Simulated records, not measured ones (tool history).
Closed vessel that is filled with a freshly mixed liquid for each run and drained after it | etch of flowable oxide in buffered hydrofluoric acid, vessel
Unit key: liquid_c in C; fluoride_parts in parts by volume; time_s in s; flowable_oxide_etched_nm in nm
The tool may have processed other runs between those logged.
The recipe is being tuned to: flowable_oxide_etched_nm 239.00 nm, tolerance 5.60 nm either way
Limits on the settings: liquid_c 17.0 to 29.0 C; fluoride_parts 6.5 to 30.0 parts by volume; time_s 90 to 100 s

{"run": 1, "hour": 0.0, "liquid_c": 21.0, "fluoride_parts": 19.5, "time_s": 90, "flowable_oxide_etched_nm": 232.46}
{"run": 2, "hour": 7.1, "liquid_c": 20.0, "fluoride_parts": 19.5, "time_s": 90, "flowable_oxide_etched_nm": 220.66}
{"run": 3, "hour": 10.5, "liquid_c": 20.0, "fluoride_parts": 14.0, "time_s": 90, "flowable_oxide_etched_nm": 305.42}
{"run": 4, "hour": 15.2, "liquid_c": 19.5, "fluoride_parts": 14.0, "time_s": 90, "flowable_oxide_etched_nm": 298.29}
{"hour": 23.1, "done": "thermometer replaced"}
{"run": 5, "hour": 23.1, "liquid_c": 19.5, "fluoride_parts": 14.0, "time_s": 100, "flowable_oxide_etched_nm": 294.55}
{"run": 6, "hour": 30.9, "liquid_c": 19.0, "fluoride_parts": 14.0, "time_s": 100, "flowable_oxide_etched_nm": 283.34}
{"run": 7, "hour": 37.3, "liquid_c": 18.5, "fluoride_parts": 14.0, "time_s": 100, "flowable_oxide_etched_nm": 280.59}
{"run": 8, "hour": 42.8, "liquid_c": 18.5, "fluoride_parts": 14.0, "time_s": 100, "flowable_oxide_etched_nm": 278.6}
{"run": 9, "hour": 45.9, "liquid_c": 17.5, "fluoride_parts": 14.5, "time_s": 100, "flowable_oxide_etched_nm": 253.88}

5 candidate next runs follow, results not yet known. Just one meets every target within its allowed miss. Identify it.
{"run": "A", "hour": 49.0, "liquid_c": 19.5, "fluoride_parts": 14.0, "time_s": 90, "flowable_oxide_etched_nm": "?"}
{"run": "B", "hour": 49.0, "liquid_c": 19.5, "fluoride_parts": 14.5, "time_s": 100, "flowable_oxide_etched_nm": "?"}
{"run": "C", "hour": 49.0, "liquid_c": 17.5, "fluoride_parts": 15.5, "time_s": 95, "flowable_oxide_etched_nm": "?"}
{"run": "D", "hour": 49.0, "liquid_c": 17.0, "fluoride_parts": 14.0, "time_s": 90, "flowable_oxide_etched_nm": "?"}
{"run": "E", "hour": 49.0, "liquid_c": 17.0, "fluoride_parts": 15.0, "time_s": 100, "flowable_oxide_etched_nm": "?"}

move=A flowable_oxide_etched_nm=264.15
move=B flowable_oxide_etched_nm=283.55
move=C flowable_oxide_etched_nm=225.25
move=D flowable_oxide_etched_nm=229.23
move=E flowable_oxide_etched_nm=237.99
A: further off than the last run
B: further off than the last run
C: takes the result that was furthest off past its target
D: takes the result that was furthest off past its target
E: every result within its allowed miss
So the answer is move E, the one that meets all the targets.

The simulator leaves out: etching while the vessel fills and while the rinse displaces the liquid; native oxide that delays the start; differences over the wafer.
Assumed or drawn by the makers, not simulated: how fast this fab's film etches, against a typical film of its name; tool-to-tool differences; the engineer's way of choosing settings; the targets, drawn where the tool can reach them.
